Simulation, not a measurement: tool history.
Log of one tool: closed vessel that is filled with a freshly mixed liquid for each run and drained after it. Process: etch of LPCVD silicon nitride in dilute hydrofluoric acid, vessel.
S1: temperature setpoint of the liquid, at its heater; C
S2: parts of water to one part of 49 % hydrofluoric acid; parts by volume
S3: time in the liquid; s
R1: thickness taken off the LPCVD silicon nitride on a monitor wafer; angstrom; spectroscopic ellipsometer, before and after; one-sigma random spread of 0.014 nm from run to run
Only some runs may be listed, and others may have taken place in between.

Run 1, hour 0: S1 24 C, S2 55 parts by volume, S3 190 s. Result: R1 15.452 angstrom.
Run 2, hour 2.9: S1 25.5 C, S2 55 parts by volume, S3 190 s. Result: R1 17.006 angstrom.
Run 3, hour 9.6: S1 26.5 C, S2 55 parts by volume, S3 190 s. Result: R1 18.4 angstrom.
Run 4, hour 15.2: S1 27 C, S2 55 parts by volume, S3 190 s. Result: R1 18.882 angstrom.
Run 5, hour 20.5: S1 27.5 C, S2 55 parts by volume, S3 190 s. Result: R1 19.133 angstrom.
Run 6, hour 21.7: S1 29.5 C, S2 55 parts by volume, S3 190 s. Result: R1 22.093 angstrom.

Run 7 is up next; what results do you expect?
Run 7, hour 26.3: S1 29 C, S2 55 parts by volume, S3 190 s. Result: R1 ?.

Run 7 produced R1 21.346 angstrom.
